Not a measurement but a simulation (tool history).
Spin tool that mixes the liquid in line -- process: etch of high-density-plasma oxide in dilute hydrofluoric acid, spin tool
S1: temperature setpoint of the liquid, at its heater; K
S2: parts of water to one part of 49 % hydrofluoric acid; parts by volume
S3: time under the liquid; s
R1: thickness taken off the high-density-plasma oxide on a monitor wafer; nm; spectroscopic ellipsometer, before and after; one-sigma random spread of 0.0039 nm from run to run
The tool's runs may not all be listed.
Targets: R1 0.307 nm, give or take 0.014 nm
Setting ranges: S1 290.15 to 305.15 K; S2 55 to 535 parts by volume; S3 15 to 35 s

| run | hour | S1 | S2 | S3 | R1 |
|---|---|---|---|---|---|
| 1 | 0 | 297.15 | 295 | 35 | 0.55964 |
| 2 | 9 | 296.65 | 305 | 35 | 0.52657 |
| 3 | 10.4 | 296.65 | 370 | 35 | 0.40306 |
| 4 | 14.9 | 296.65 | 370 | 35 | 0.40101 |
| 5 | 20.6 | 296.65 | 330 | 35 | 0.47214 |
| 6 | 27.8 | 296.65 | 385 | 35 | 0.38719 |
| 7 | 31.8 | 296.15 | 385 | 35 | 0.3787 |
| 8 | 34.5 | 295.65 | 390 | 35 | 0.36208 |
| 9 | 36.3 | 295.15 | 390 | 35 | 0.35799 |
| 10 | 37.6 | 294.65 | 390 | 35 | 0.35006 |
| 11 | 40.7 | 294.15 | 390 | 35 | 0.35335 |
| 12 | 42.1 | 294.15 | 390 | 35 | 0.34049 |
| 13 | 47.8 | 293.15 | 395 | 35 | 0.32877 |

Of the 5 settings listed for the next run, only one would bring every result within its allowed miss of target. Which one?
| A | 53.5 | 291.15 | 360 | 35 | ? |
| B | 53.5 | 293.15 | 390 | 35 | ? |
| C | 53.5 | 294.65 | 385 | 35 | ? |
| D | 53.5 | 296.15 | 395 | 35 | ? |
| E | 53.5 | 293.15 | 420 | 35 | ? |

| move | R1 |
|---|---|
| A | 0.34416 |
| B | 0.33279 |
| C | 0.35655 |
| D | 0.36244 |
| E | 0.30148 |
A: misses by more than the last run did
B: misses by more than the last run did
C: misses by more than the last run did
D: misses by more than the last run did
E: every result lands within tolerance
So the answer is move E, the one that meets all the targets.
